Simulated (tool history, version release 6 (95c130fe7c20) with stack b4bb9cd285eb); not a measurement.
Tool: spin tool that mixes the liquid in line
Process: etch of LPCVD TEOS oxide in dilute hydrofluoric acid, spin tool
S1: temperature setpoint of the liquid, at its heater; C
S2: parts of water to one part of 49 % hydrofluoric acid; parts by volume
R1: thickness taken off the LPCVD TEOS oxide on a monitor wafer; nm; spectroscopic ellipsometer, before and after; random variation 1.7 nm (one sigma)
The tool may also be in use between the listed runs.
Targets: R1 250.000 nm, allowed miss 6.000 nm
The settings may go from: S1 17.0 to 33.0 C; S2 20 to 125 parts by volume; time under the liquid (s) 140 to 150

run 1 hour=0.0 | S1=25.0 S2=70 time_under_the_liquid_(s)=140 | R1=95.385
run 2 hour=6.6 | S1=26.5 S2=70 time_under_the_liquid_(s)=140 | R1=101.880
run 3 hour=13.9 | S1=27.5 S2=65 time_under_the_liquid_(s)=140 | R1=114.000
run 4 hour=21.7 | S1=28.0 S2=60 time_under_the_liquid_(s)=140 | R1=127.530
run 5 hour=26.7 | S1=28.5 S2=55 time_under_the_liquid_(s)=140 | R1=142.780
run 6 hour=30.4 | S1=28.5 S2=70 time_under_the_liquid_(s)=140 | R1=111.520
run 7 hour=34.2 | S1=32.5 S2=40 time_under_the_liquid_(s)=140 | R1=235.520
run 8 hour=40.9 | S1=33.0 S2=40 time_under_the_liquid_(s)=140 | R1=239.610

Which of these 4 next moves meets every target?
run A hour=47.6 | S1=32.5 S2=40 time_under_the_liquid_(s)=140 | R1=?
run B hour=47.6 | S1=25.0 S2=30 time_under_the_liquid_(s)=140 | R1=?
run C hour=47.6 | S1=29.5 S2=35 time_under_the_liquid_(s)=140 | R1=?
run D hour=47.6 | S1=33.0 S2=40 time_under_the_liquid_(s)=145 | R1=?

move=A R1=235.720
move=B R1=236.050
move=C R1=241.280
move=D R1=248.920
A: further off than the last run
B: further off than the last run
C: nearer than the last run, and not there yet
D: meets every target
Answer: D

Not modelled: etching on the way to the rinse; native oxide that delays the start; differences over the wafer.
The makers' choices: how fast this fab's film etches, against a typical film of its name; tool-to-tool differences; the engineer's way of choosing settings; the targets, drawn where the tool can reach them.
